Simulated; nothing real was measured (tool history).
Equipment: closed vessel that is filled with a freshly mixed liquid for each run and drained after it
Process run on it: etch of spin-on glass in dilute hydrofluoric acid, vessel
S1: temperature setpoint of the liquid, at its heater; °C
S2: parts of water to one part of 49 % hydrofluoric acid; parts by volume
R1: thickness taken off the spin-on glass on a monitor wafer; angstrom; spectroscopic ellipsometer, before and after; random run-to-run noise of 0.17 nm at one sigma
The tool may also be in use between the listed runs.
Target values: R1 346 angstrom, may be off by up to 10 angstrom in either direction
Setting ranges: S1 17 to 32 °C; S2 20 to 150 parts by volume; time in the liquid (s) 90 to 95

Run 1, hour 0: S1 24 °C, S2 85 parts by volume, time in the liquid (s) 90. Result: R1 433.3 angstrom.
Run 2, hour 0.6: S1 23 °C, S2 85 parts by volume, time in the liquid (s) 90. Result: R1 418.51 angstrom.
Run 3, hour 7: S1 23 °C, S2 65 parts by volume, time in the liquid (s) 90. Result: R1 559.1 angstrom.
Run 4, hour 14.3: S1 25.5 °C, S2 65 parts by volume, time in the liquid (s) 90. Result: R1 619.98 angstrom.
Run 5, hour 18.5: S1 25.5 °C, S2 65 parts by volume, time in the liquid (s) 95. Result: R1 654.14 angstrom.
Run 6, hour 20.7: S1 22.5 °C, S2 65 parts by volume, time in the liquid (s) 95. Result: R1 572.69 angstrom.
Run 7, hour 27.1: S1 21.5 °C, S2 70 parts by volume, time in the liquid (s) 95. Result: R1 510.28 angstrom.
Run 8, hour 33.7: S1 20.5 °C, S2 75 parts by volume, time in the liquid (s) 95. Result: R1 456.84 angstrom.
Run 9, hour 42.4: S1 20.5 °C, S2 75 parts by volume, time in the liquid (s) 95. Result: R1 455.85 angstrom.
Run 10, hour 43.1: S1 20 °C, S2 75 parts by volume, time in the liquid (s) 95. Result: R1 450.48 angstrom.
Run 11, hour 49.6: S1 19.5 °C, S2 75 parts by volume, time in the liquid (s) 95. Result: R1 440.62 angstrom.
Run 12, hour 52.7: S1 19 °C, S2 75 parts by volume, time in the liquid (s) 95. Result: R1 434.78 angstrom.
Run 13, hour 57.8: S1 19 °C, S2 75 parts by volume, time in the liquid (s) 95. Result: R1 427.5 angstrom.
Run 14, hour 63.5: S1 18.5 °C, S2 75 parts by volume, time in the liquid (s) 95. Result: R1 419.34 angstrom.
Run 15, hour 71.7: S1 18 °C, S2 75 parts by volume, time in the liquid (s) 95. Result: R1 411.28 angstrom.
Run 16, hour 75.9: S1 17.5 °C, S2 80 parts by volume, time in the liquid (s) 95. Result: R1 376.86 angstrom.

Below are 4 possible settings for the next run. Only one of them brings all results inside the allowed miss of their targets. Which is it?
Run A, hour 80.1: S1 17 °C, S2 80 parts by volume, time in the liquid (s) 90. Result: R1 ?.
Run B, hour 80.1: S1 17 °C, S2 90 parts by volume, time in the liquid (s) 95. Result: R1 ?.
Run C, hour 80.1: S1 17.5 °C, S2 75 parts by volume, time in the liquid (s) 95. Result: R1 ?.
Run D, hour 80.1: S1 17 °C, S2 80 parts by volume, time in the liquid (s) 95. Result: R1 ?.

move      R1
   A  352.16
   B  326.75
   C  407.21
   D  371.72
A: in spec on every target
B: takes the result that was furthest off past its target
C: its largest miss is bigger than the last run's
D: closes in on the targets versus the last run, not all within tolerance yet
Go with A: it meets all targets.
